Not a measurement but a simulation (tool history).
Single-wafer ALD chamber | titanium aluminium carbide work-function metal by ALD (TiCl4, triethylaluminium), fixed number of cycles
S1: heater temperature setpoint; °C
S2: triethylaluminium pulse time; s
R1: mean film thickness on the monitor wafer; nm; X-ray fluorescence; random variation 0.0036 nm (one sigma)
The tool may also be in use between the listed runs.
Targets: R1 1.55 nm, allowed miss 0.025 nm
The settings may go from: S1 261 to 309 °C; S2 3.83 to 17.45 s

| run | day | S1 | S2 | R1 |
|---|---|---|---|---|
| 1 | 0 | 285 | 10.64 | 1.8086 |
| 2 | 0.179 | 282 | 10.04 | 1.7662 |
| 3 | 0.488 | 288 | 10.04 | 1.8055 |
| 4 | 0.846 | 288 | 7.52 | 1.6922 |
| 5 | 1.196 | 286 | 7.36 | 1.6718 |
| 6 | 1.546 | 284 | 7.25 | 1.649 |
| 7 | 1.608 | 272 | 6.2 | 1.4684 |
| 8 | 1.862 | 273 | 6.23 | 1.4812 |
| 9 | 2.192 | 274 | 6.25 | 1.4918 |
| 10 | 2.242 | 282 | 6.97 | 1.6201 |
| 11 | 2.617 | 281 | 6.95 | 1.6024 |
| 12 | 2.971 | 280 | 6.93 | 1.6012 |
| 13 | 3.096 | 279 | 6.91 | 1.588 |
| 14 | 3.292 | 279 | 6.9 | 1.5912 |
| 15 | 3.612 | 279 | 6.88 | 1.5791 |
| 16 | 3.879 | 279 | 6.87 | 1.5864 |
| 17 | 3.996 | 279 | 6.86 | 1.5881 |
| 18 | 4.208 | 279 | 6.85 | 1.5858 |
| 19 | 4.304 | 279 | 6.84 | 1.5844 |
| 20 | 4.583 | 279 | 6.83 | 1.5851 |
| 21 | 4.912 | 279 | 6.82 | 1.585 |
| 22 | 5.238 | 279 | 6.82 | 1.5842 |

Which of these 5 next moves meets every target?
| A | 5.562 | 276 | 8.08 | ? |
| B | 5.562 | 278 | 6.45 | ? |
| C | 5.562 | 280 | 6.97 | ? |
| D | 5.562 | 268 | 6.41 | ? |
| E | 5.562 | 277 | 7.02 | ? |

| move | R1 |
|---|---|
| A | 1.654 |
| B | 1.542 |
| C | 1.6047 |
| D | 1.4746 |
| E | 1.5892 |
A: further off than the last run
B: meets every target
C: further off than the last run
D: takes the result that was furthest off past its target
E: further off than the last run
The right move is B.
